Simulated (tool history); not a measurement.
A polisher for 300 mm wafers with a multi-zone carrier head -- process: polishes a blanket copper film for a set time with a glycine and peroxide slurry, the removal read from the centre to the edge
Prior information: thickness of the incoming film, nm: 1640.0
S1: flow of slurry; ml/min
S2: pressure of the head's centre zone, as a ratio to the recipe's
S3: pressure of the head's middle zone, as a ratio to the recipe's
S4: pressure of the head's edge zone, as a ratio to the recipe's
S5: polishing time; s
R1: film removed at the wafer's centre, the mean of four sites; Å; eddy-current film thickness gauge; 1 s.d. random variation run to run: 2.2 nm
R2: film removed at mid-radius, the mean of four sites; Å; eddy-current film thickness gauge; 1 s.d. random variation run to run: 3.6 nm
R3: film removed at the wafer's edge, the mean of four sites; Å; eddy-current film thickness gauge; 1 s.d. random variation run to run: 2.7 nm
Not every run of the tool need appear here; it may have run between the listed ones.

{"run": 1, "day": 0.0, "S1": 220, "S2": 1, "S3": 1, "S4": 1, "S5": 82, "R1": 3155.7, "R2": 3207.2, "R3": 3230}
{"run": 2, "day": 0.071, "S1": 215, "S2": 0.98, "S3": 0.98, "S4": 0.97, "S5": 80, "R1": 3057.9, "R2": 3035.5, "R3": 3094}
{"run": 3, "day": 0.408, "S1": 165, "S2": 0.98, "S3": 0.98, "S4": 0.97, "S5": 80, "R1": 2903.2, "R2": 2917.1, "R3": 2977.5}
{"run": 4, "day": 0.65, "S1": 165, "S2": 0.98, "S3": 0.98, "S4": 0.97, "S5": 64, "R1": 2311.8, "R2": 2327.8, "R3": 2381}
{"run": 5, "day": 0.879, "S1": 180, "S2": 0.98, "S3": 0.99, "S4": 0.99, "S5": 64, "R1": 2350.5, "R2": 2456.5, "R3": 2399.9}
{"run": 6, "day": 1.046, "S1": 200, "S2": 0.98, "S3": 0.99, "S4": 0.99, "S5": 64, "R1": 2424.1, "R2": 2413.4, "R3": 2481.8}
{"run": 7, "day": 1.1, "S1": 210, "S2": 0.98, "S3": 1, "S4": 1, "S5": 64, "R1": 2427.6, "R2": 2441.1, "R3": 2527.9}

Forecast run 8:
{"run": 8, "day": 1.475, "S1": 215, "S2": 0.98, "S3": 1.01, "S4": 1.01, "S5": 64, "R1": "?", "R2": "?", "R3": "?"}

{"run 8": {"R1": 2432.9, "R2": 2483.5, "R3": 2504.9}}

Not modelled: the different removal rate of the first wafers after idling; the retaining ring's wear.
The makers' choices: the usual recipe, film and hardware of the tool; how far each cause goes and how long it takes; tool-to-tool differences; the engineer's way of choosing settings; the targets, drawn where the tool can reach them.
